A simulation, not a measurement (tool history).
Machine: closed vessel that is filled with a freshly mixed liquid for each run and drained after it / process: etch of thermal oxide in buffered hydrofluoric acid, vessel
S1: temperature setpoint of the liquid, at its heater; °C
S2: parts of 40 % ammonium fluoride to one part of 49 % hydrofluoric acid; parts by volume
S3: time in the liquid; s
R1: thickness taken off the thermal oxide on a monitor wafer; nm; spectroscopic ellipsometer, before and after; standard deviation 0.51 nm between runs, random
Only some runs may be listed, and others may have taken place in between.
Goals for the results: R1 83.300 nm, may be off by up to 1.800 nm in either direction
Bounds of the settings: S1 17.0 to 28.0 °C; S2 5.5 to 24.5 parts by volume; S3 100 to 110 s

Run 1, hour 0.0: S1 20.0 °C, S2 15.0 parts by volume, S3 100 s. Result: R1 69.886 nm.
Run 2, hour 1.4: S1 18.5 °C, S2 15.0 parts by volume, S3 100 s. Result: R1 64.217 nm.
Run 3, hour 3.9: S1 18.5 °C, S2 12.0 parts by volume, S3 100 s. Result: R1 79.438 nm.
Run 4, hour 8.5: S1 18.5 °C, S2 12.0 parts by volume, S3 110 s. Result: R1 87.877 nm.
Run 5, hour 13.3: S1 18.5 °C, S2 12.0 parts by volume, S3 100 s. Result: R1 78.795 nm.
Run 6, hour 20.8: S1 21.5 °C, S2 12.0 parts by volume, S3 100 s. Result: R1 94.436 nm.
Run 7, hour 25.8: S1 21.0 °C, S2 12.0 parts by volume, S3 100 s. Result: R1 92.087 nm.
Run 8, hour 34.4: S1 21.0 °C, S2 12.0 parts by volume, S3 100 s. Result: R1 90.557 nm.
Run 9, hour 37.9: S1 20.5 °C, S2 12.0 parts by volume, S3 100 s. Result: R1 89.814 nm.
Run 10, hour 42.0: S1 18.5 °C, S2 12.0 parts by volume, S3 100 s. Result: R1 79.738 nm.

Consider the 4 candidate settings below. Which is the only one whose results all fall within their allowed miss of target?
Run A, hour 46.1: S1 19.0 °C, S2 13.0 parts by volume, S3 100 s. Result: R1 ?.
Run B, hour 46.1: S1 20.0 °C, S2 14.0 parts by volume, S3 100 s. Result: R1 ?.
Run C, hour 46.1: S1 17.5 °C, S2 12.0 parts by volume, S3 110 s. Result: R1 ?.
Run D, hour 46.1: S1 18.5 °C, S2 13.0 parts by volume, S3 105 s. Result: R1 ?.

move      R1
   A  75.935
   B  74.692
   C  82.978
   D  77.510
A: the biggest miss grows against the last run
B: the biggest miss grows against the last run
C: each result inside its tolerance
D: the biggest miss grows against the last run
Answer: C
